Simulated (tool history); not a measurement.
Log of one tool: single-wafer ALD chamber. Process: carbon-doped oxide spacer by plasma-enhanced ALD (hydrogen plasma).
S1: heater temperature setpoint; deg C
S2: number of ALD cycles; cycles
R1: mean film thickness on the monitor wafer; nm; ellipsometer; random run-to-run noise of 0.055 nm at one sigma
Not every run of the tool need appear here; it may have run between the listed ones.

run  hour   S1   S2      R1
  1     0  395  241  12.168
  2   6.3  395  259  13.189
  3    15  395  271  13.729
  4  23.9  395  275  13.992
     30.1  -- thermocouple changed; heater temperature recalibrated
  5  30.1  395  261  13.262
  6  35.4  395  266  13.516
  7    42  395  270  13.697
  8  50.4  395  274  13.934

Estimate the outcome of run 9 from the log above:
  9  53.9  395  277   ?

Run 9 came out at R1 14.126 nm.
